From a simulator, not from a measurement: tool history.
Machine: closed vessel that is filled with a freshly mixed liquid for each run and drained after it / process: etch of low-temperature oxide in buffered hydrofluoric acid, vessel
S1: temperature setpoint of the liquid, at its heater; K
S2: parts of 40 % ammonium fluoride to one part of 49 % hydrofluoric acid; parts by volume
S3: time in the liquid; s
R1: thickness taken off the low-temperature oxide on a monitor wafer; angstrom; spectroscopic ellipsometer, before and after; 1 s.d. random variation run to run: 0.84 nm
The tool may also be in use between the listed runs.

run,day,S1,S2,S3,R1
1,0,293.15,18,90,786.07
2,0.346,290.15,18,90,658.76
3,0.575,290.15,18,90,659.07
4,0.904,290.15,18,90,662.07
5,1.242,291.15,18,90,697.07
6,1.396,292.15,18,90,751.98
7,1.738,292.65,18,90,748.54
8,1.825,293.15,18,90,778.68
9,2.171,293.65,18,90,793.54
10,2.492,294.15,18,90,817.56

Expected results for the next run?
11,2.679,294.65,18,90,?

Run 11 gave R1 842.27 angstrom.
